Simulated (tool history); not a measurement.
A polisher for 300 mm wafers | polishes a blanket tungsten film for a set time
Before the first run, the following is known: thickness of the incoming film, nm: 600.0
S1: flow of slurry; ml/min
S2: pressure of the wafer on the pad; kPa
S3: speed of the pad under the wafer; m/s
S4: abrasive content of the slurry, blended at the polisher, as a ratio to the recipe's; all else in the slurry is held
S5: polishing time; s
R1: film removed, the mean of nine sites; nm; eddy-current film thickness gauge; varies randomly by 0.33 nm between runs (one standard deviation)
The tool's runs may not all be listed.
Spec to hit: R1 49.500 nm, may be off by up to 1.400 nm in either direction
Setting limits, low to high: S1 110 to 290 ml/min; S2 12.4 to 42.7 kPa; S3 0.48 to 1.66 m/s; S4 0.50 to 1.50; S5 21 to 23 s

{"run": 1, "hour": 0.0, "S1": 185, "S2": 27.6, "S3": 1.06, "S4": 1.0, "S5": 23, "R1": 102.97}
{"run": 2, "hour": 3.5, "S1": 185, "S2": 27.6, "S3": 1.06, "S4": 0.85, "S5": 23, "R1": 100.11}
{"run": 3, "hour": 12.0, "S1": 185, "S2": 32.4, "S3": 1.06, "S4": 0.85, "S5": 23, "R1": 116.63}
{"run": 4, "hour": 18.0, "S1": 185, "S2": 32.4, "S3": 1.06, "S4": 0.75, "S5": 23, "R1": 113.86}
{"run": 5, "hour": 22.3, "S1": 185, "S2": 32.4, "S3": 1.16, "S4": 0.75, "S5": 23, "R1": 124.15}
{"run": 6, "hour": 29.1, "S1": 185, "S2": 32.4, "S3": 1.32, "S4": 0.75, "S5": 23, "R1": 140.59}
{"run": 7, "hour": 32.0, "S1": 180, "S2": 26.9, "S3": 1.2, "S4": 0.75, "S5": 23, "R1": 105.93}
{"run": 8, "hour": 33.8, "S1": 165, "S2": 19.3, "S3": 0.9, "S4": 0.7, "S5": 23, "R1": 57.849}
{"run": 9, "hour": 39.8, "S1": 145, "S2": 15.2, "S3": 0.9, "S4": 0.7, "S5": 23, "R1": 45.025}

Of the 4 settings listed for the next run, only one would bring every result within its allowed miss of target. Which one?
{"run": "A", "hour": 45.8, "S1": 135, "S2": 12.4, "S3": 1.22, "S4": 0.5, "S5": 21, "R1": "?"}
{"run": "B", "hour": 45.8, "S1": 155, "S2": 17.2, "S3": 0.72, "S4": 0.55, "S5": 23, "R1": "?"}
{"run": "C", "hour": 45.8, "S1": 185, "S2": 20.0, "S3": 0.68, "S4": 0.85, "S5": 21, "R1": "?"}
{"run": "D", "hour": 45.8, "S1": 110, "S2": 25.5, "S3": 0.68, "S4": 0.65, "S5": 21, "R1": "?"}

move=A R1=43.622
move=B R1=40.296
move=C R1=43.709
move=D R1=49.916
A: the biggest miss grows against the last run
B: the biggest miss grows against the last run
C: the biggest miss grows against the last run
D: meets every target
Move D is the one to make.
